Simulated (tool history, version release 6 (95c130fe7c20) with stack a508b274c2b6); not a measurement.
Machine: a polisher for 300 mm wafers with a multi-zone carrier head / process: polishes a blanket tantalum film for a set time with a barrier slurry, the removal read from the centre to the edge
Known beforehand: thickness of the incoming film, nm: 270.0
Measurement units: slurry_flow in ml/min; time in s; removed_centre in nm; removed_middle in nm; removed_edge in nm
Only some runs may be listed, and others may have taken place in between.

{"run": 1, "hour": 0.0, "slurry_flow": 150, "centre_zone": 1.0, "middle_zone": 1.0, "edge_zone": 1.0, "slurry_solids": 1.0, "time": 58, "removed_centre": 99.051, "removed_middle": 96.189, "removed_edge": 98.897}
{"run": 2, "hour": 3.1, "slurry_flow": 160, "centre_zone": 1.0, "middle_zone": 1.04, "edge_zone": 1.02, "slurry_solids": 1.1, "time": 59, "removed_centre": 104.45, "removed_middle": 107.45, "removed_edge": 104.71}
{"run": 3, "hour": 11.6, "slurry_flow": 165, "centre_zone": 1.01, "middle_zone": 1.06, "edge_zone": 1.05, "slurry_solids": 1.2, "time": 60, "removed_centre": 108.57, "removed_middle": 113.13, "removed_edge": 110.38}
{"run": 4, "hour": 20.5, "slurry_flow": 175, "centre_zone": 1.02, "middle_zone": 1.08, "edge_zone": 1.06, "slurry_solids": 1.25, "time": 61, "removed_centre": 113.63, "removed_middle": 119.21, "removed_edge": 114.1}
{"run": 5, "hour": 22.2, "slurry_flow": 180, "centre_zone": 1.02, "middle_zone": 1.1, "edge_zone": 1.07, "slurry_solids": 1.3, "time": 62, "removed_centre": 116.65, "removed_middle": 125.87, "removed_edge": 118.96}
{"run": 6, "hour": 30.4, "slurry_flow": 180, "centre_zone": 1.02, "middle_zone": 1.1, "edge_zone": 1.07, "slurry_solids": 1.1, "time": 62, "removed_centre": 111.77, "removed_middle": 119.57, "removed_edge": 112.99}

What does the tool deliver on the next run?
{"run": 7, "hour": 34.2, "slurry_flow": 185, "centre_zone": 1.03, "middle_zone": 1.12, "edge_zone": 1.08, "slurry_solids": 1.2, "time": 63, "removed_centre": "?", "removed_middle": "?", "removed_edge": "?"}

For run 7 the tool returned removed_centre 120.320 nm, removed_middle 125.500 nm, removed_edge 118.060 nm.

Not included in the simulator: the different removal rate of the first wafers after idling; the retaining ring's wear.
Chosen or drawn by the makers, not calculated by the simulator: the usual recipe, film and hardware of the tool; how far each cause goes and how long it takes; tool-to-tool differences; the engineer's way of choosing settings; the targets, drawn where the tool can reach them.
